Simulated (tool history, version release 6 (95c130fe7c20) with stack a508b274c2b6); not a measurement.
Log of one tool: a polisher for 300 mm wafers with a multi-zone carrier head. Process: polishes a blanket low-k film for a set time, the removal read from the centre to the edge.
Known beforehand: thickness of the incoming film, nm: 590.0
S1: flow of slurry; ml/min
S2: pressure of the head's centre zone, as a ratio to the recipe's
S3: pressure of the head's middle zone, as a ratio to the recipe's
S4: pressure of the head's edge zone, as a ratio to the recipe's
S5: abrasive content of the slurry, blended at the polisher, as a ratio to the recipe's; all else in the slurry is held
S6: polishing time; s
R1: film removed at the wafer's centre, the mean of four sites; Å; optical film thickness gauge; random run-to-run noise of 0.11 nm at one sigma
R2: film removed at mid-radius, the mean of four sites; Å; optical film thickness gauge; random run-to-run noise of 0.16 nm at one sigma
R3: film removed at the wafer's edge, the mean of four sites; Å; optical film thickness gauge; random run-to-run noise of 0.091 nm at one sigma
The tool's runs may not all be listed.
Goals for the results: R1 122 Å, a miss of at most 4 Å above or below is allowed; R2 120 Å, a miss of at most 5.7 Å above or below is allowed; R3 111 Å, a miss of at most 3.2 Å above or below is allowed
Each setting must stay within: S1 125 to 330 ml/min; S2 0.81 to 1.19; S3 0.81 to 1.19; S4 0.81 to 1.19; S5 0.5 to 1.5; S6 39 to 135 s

run  hour   S1    S2    S3    S4    S5  S6      R1      R2      R3
  1     0  210     1     1     1     1  87  183.61  183.33  186.02
  2   0.7  175     1     1     1     1  87  180.52  183.46  184.64
  3   4.4  180  1.01  1.01  0.97  0.85  82  163.55  163.23  162.63
  4   8.7  185  1.02  1.02  0.94  0.75  77  147.11  146.13  143.01
  5  14.1  185  1.02   1.1  0.94  0.75  77  149.27  159.03  141.99
  6  16.6  190  1.03  1.09  0.92   0.7  74  141.63  150.73  131.77
  7  18.7  190  1.03  1.07   0.9  0.65  73  134.58  140.41   125.8
  8  25.2  190  1.03  1.05  0.88   0.6  73  132.75  131.21  121.37
  9  31.9  190  1.02  1.05  0.86   0.6  73  129.74  130.36  118.32
 10  36.5  185  1.01  1.04  0.85   0.6  73  129.33  128.82  119.58
 11  43.9  185  1.01  1.04  0.84  0.55  73  122.17  127.18  113.76

Of the 4 settings listed for the next run, only one would bring every result within its allowed miss of target. Which one?
  A  51.3  160  1.01  1.06     1   0.6  70   ?   ?   ?
  B  51.3  170  1.03  1.02  0.85  0.55  71   ?   ?   ?
  C  51.3  215  0.98  1.11  0.81   0.5  76   ?   ?   ?
  D  51.3  175  0.99  1.03  0.89  0.55  74   ?   ?   ?

move      R1      R2      R3
   A  120.75  126.19  121.31
   B  122.09  120.99  111.21
   C  124.25  138.57  114.92
   D  122.85  127.69  118.69
A: misses by more than the last run did
B: every result lands within tolerance
C: misses by more than the last run did
D: misses by more than the last run did
B is the move that brings every result within its allowed miss.

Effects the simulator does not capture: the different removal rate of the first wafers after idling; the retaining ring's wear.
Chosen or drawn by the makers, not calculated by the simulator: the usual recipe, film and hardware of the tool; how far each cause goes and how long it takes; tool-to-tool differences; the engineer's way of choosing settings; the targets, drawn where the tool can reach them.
